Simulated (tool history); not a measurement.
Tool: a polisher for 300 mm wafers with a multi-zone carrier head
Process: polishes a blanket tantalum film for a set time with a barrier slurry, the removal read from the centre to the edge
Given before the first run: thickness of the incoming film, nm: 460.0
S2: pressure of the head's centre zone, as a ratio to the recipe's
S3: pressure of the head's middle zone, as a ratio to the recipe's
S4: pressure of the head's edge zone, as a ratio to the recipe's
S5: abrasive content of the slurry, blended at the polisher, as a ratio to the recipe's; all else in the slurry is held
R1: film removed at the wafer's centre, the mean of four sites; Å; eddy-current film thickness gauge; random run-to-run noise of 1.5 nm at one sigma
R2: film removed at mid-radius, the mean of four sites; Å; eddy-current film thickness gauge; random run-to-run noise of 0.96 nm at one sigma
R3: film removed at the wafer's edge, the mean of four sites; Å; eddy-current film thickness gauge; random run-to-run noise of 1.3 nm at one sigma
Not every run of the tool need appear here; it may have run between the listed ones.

run 1 hour=0 | flow_of_slurry_(ml/min)=165 S2=1 S3=1 S4=1 S5=1 polishing_time_(s)=75 | R1=1015.4 R2=1048.4 R3=1064.8
run 2 hour=8.3 | flow_of_slurry_(ml/min)=185 S2=0.99 S3=1.04 S4=1.05 S5=1.05 polishing_time_(s)=75 | R1=1050.8 R2=1121.1 R3=1104.7
run 3 hour=10.8 | flow_of_slurry_(ml/min)=190 S2=0.97 S3=1.06 S4=1.08 S5=1.15 polishing_time_(s)=76 | R1=1088 R2=1190.5 R3=1172
run 4 hour=13.6 | flow_of_slurry_(ml/min)=190 S2=0.97 S3=1.06 S4=1.08 S5=1.25 polishing_time_(s)=76 | R1=1130.8 R2=1202.4 R3=1183.4
run 5 hour=20.3 | flow_of_slurry_(ml/min)=205 S2=0.95 S3=1.07 S4=1.1 S5=1.25 polishing_time_(s)=76 | R1=1077.1 R2=1206.8 R3=1194
run 6 hour=25 | flow_of_slurry_(ml/min)=205 S2=0.95 S3=1.09 S4=1.12 S5=1.3 polishing_time_(s)=76 | R1=1102 R2=1245.5 R3=1226.2
run 7 hour=33.3 | flow_of_slurry_(ml/min)=205 S2=0.95 S3=1.09 S4=1.12 S5=1.3 polishing_time_(s)=76 | R1=1091.1 R2=1248.8 R3=1231.8

Expected results for the next run?
run 8 hour=34.9 | flow_of_slurry_(ml/min)=210 S2=0.96 S3=1.11 S4=1.13 S5=1.3 polishing_time_(s)=76 | R1=? R2=? R3=?

R1: 1109.2 Å
R2: 1285.2 Å
R3: 1238.4 Å

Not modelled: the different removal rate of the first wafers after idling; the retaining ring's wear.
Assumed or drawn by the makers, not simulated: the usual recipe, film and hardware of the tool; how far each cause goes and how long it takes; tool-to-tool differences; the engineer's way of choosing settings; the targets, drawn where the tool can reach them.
